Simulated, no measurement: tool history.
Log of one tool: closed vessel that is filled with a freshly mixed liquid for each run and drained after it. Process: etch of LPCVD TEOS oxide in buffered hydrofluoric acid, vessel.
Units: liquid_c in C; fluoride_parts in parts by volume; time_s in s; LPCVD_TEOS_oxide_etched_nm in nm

run    day  liquid_c  fluoride_parts  time_s  LPCVD_TEOS_oxide_etched_nm
  1      0        23              22      85                      152.75
  2  0.238      21.5              22      85                      140.92
  3  0.342      20.5              22      85                      133.57
  4  0.629      22.5              22      85                      148.91
  5  0.717      25.5              22      85                      174.56
  6  0.979      25.5              22      95                      196.99

Run 7 comes next. What will it give?
  7  1.25        23            23.5      95                           ?

Run 7 gave LPCVD_TEOS_oxide_etched_nm 163.83 nm.
